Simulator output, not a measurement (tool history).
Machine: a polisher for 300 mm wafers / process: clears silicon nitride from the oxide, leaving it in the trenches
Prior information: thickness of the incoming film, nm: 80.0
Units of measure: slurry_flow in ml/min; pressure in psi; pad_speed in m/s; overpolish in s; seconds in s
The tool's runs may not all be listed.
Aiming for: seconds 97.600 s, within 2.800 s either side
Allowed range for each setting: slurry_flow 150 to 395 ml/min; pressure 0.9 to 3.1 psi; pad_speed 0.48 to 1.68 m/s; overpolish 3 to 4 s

run	hour	slurry_flow	pressure	pad_speed	overpolish	seconds
1	0.0	250	2.0	1.08	4	122.940
2	5.9	250	2.0	1.32	4	101.170
3	9.3	255	2.0	1.32	4	99.911
4	16.3	255	2.0	1.50	4	87.396
5	18.5	255	1.6	1.50	4	105.930
6	21.4	215	1.6	1.50	4	108.140
7	28.8	220	1.6	1.50	4	106.340
8	36.6	220	1.7	1.50	4	101.650

Which one of the following 4 next-run settings gets every result inside its allowed miss? There is exactly one.
A	44.4	185	1.5	1.60	3	?
B	44.4	200	1.8	1.42	4	?
C	44.4	220	1.5	1.56	4	?
D	44.4	150	1.7	1.64	4	?

move	seconds
A	108.490
B	105.420
C	109.740
D	97.927
A: moves away from the targets compared with the last run
B: moves away from the targets compared with the last run
C: moves away from the targets compared with the last run
D: each result inside its tolerance
D is the move that brings every result within its allowed miss.
